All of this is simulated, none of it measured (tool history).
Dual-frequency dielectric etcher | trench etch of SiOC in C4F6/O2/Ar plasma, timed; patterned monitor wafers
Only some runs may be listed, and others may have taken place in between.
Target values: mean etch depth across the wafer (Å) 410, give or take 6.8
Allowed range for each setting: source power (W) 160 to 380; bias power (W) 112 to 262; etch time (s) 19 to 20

run    day  source power (W)  bias power (W)  etch time (s)  mean etch depth across the wafer (Å)
  1      0               270             187             19                                345.83
  2  0.129               270             187             19                                 345.4
  3  0.425               270             187             20                                 364.9
  4  0.692               240             187             20                                   345
  5  1.033               240             187             20                                344.53
  6  1.258               250             188             20                                351.94
  7  1.325               260             189             20                                 359.5
  8  1.438               320             197             20                                   403

Which single option among these 4 for the next run brings every result within its allowed miss of target? Just one does.
  A  1.55               320             195           19.5                                     ?
  B  1.55               350             195             19                                     ?
  C  1.55               350             213             19                                     ?
  D  1.55               310             194             20                                     ?

move  mean etch depth across the wafer (Å)
   A                                390.22
   B                                 396.3
   C                                409.51
   D                                393.57
A: further off than the last run
B: further off than the last run
C: all results land within tolerance of their targets
D: further off than the last run
Answer: C
